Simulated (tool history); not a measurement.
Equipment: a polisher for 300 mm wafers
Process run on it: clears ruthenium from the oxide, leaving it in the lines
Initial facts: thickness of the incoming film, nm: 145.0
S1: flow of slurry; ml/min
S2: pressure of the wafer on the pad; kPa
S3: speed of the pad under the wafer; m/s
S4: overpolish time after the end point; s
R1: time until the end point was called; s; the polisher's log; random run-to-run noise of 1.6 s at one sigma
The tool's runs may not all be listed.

run	hour	S1	S2	S3	S4	R1
1	0	205	13.8	1.02	40	148.36
2	6.2	205	11.7	1.02	40	171.11
3	8.2	205	9.7	1.02	40	209.93
4	9.8	235	9.7	1.02	40	204.71
5	14.2	235	11.7	1.02	40	167.28
6	15	240	12.4	1.02	40	156.1

Run 7, settings as shown, results not yet in. Your forecast:
7	20.3	245	16.5	1.06	40	?

Run 7 measured R1 117.51 s.
